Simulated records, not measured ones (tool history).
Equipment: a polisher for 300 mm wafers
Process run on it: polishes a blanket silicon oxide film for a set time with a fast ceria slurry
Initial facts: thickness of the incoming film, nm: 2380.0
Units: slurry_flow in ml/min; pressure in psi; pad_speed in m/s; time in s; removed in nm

| run | hour | slurry_flow | pressure | pad_speed | time | removed |
|---|---|---|---|---|---|---|
| 1 | 0.0 | 205 | 2.9 | 0.92 | 63 | 943.32 |
| 2 | 4.5 | 205 | 2.6 | 0.92 | 63 | 852.54 |
| 3 | 12.8 | 205 | 2.6 | 0.92 | 66 | 890.42 |
| 4 | 14.8 | 205 | 2.4 | 0.92 | 66 | 821.92 |
| 5 | 22.6 | 205 | 2.4 | 0.92 | 63 | 801.76 |
|  | 26.3 | head pressure recalibrated |
| 6 | 26.3 | 205 | 2.4 | 1.08 | 63 | 865.47 |
| 7 | 33.5 | 205 | 2.2 | 1.08 | 63 | 820.48 |
| 8 | 36.4 | 205 | 2.2 | 1.08 | 63 | 833.84 |
| 9 | 37.4 | 205 | 2.0 | 1.08 | 63 | 778.66 |
| 10 | 38.9 | 205 | 2.0 | 1.08 | 63 | 766.96 |
| 11 | 41.9 | 205 | 1.9 | 1.08 | 63 | 746.41 |

Estimate the outcome of run 12 from the log above:
| 12 | 42.6 | 205 | 1.8 | 1.08 | 63 | ? |

{"run 12": {"removed": 720.68}}
